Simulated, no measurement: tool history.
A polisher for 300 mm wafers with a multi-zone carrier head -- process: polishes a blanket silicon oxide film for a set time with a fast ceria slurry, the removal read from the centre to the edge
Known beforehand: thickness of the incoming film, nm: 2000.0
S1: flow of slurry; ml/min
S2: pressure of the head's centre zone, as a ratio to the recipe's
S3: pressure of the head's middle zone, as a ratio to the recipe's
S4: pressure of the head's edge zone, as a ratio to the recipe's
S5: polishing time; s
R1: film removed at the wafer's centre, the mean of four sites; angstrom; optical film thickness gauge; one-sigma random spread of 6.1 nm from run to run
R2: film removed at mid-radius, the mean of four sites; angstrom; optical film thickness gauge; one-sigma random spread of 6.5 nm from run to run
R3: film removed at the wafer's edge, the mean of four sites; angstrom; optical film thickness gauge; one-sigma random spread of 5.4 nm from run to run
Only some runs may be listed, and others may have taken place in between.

run	hour	S1	S2	S3	S4	S5	R1	R2	R3
1	0	295	1	1	1	30	7446.9	7556.3	7516.5
2	3	325	1	1	1	30	7453.3	7480.2	7639.9
3	10	320	1	0.98	0.99	28	6974.8	7098.9	6909.7
4	14.1	320	1	0.98	0.99	33	8255.1	8288.6	8184.7
5	16.9	320	1	0.96	0.99	31	7852.1	7773.8	7734.8
6	24.4	320	1	1.03	0.99	31	7680.1	8187.5	7787.5
7	30	315	0.99	1	0.98	29	7102	7156	7206.8
8	37.7	310	0.96	0.96	0.88	21	5072.9	5121	4933.4
9	44	305	0.96	0.94	0.88	21	4943.7	5083.1	4848.7
10	46.3	305	0.97	0.92	0.89	21	5065.4	5000.2	5018
11	50.5	295	0.98	0.86	0.86	20	4784.7	4506.1	4671

Run 12 comes next. What will it give?
12	56.6	295	0.98	0.86	0.87	20	?	?	?

Run 12 produced R1 4819.6 angstrom, R2 4475.1 angstrom, R3 4696.4 angstrom.

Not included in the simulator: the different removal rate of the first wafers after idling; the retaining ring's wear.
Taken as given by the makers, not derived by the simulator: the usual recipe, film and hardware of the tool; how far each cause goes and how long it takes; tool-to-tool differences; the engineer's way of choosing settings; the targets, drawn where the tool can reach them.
